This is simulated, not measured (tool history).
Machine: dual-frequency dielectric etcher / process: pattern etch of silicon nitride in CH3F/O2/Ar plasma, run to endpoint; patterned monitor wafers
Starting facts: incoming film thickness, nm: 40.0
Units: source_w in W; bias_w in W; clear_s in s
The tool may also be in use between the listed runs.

run	day	source_w	bias_w	clear_s
1	0	310	63	69.995
2	0.229	320	64	69.045
3	0.262	320	59	69.886
4	0.521	320	50	71.94
5	0.892	290	50	75.899
6	1.021	230	50	85.255
7	1.233	260	51	79.876
8	1.462	280	52	76.349
9	1.767	300	53	73.444
10	2.062	310	54	71.991
# day 2.138: source power generator calibrated
11	2.138	320	55	69.635

Run 12 comes next. What will it give?
12	2.408	330	55	?

{"run 12": {"clear_s": 68.224}}
